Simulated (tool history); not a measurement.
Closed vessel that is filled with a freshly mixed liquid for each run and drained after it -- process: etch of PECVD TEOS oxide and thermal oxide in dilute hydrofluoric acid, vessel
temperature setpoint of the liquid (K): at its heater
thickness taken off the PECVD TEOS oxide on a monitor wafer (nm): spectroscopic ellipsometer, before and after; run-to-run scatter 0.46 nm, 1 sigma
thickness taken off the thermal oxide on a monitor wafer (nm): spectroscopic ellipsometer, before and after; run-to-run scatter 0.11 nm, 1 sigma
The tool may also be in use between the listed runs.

| run | hour | temperature setpoint of the liquid (K) | parts of water to one part of 49 % hydrofluoric acid (parts by volume) | time in the liquid (s) | thickness taken off the PECVD TEOS oxide on a monitor wafer (nm) | thickness taken off the thermal oxide on a monitor wafer (nm) |
|---|---|---|---|---|---|---|
| 1 | 0 | 293.15 | 85 | 190 | 31.744 | 9.0133 |
| 2 | 4.1 | 296.65 | 85 | 190 | 37.256 | 10.515 |
| 3 | 8.7 | 296.65 | 85 | 270 | 51.842 | 14.781 |
| 4 | 11.6 | 296.65 | 85 | 325 | 63.028 | 17.985 |
| 5 | 19.2 | 295.15 | 85 | 325 | 58.25 | 16.722 |
| 6 | 25.2 | 294.15 | 85 | 325 | 57.091 | 16.156 |

What will run 7 give?
| 7 | 25.8 | 293.15 | 85 | 325 | ? | ? |

{"run 7": {"thickness taken off the PECVD TEOS oxide on a monitor wafer (nm)": 54.613, "thickness taken off the thermal oxide on a monitor wafer (nm)": 15.388}}
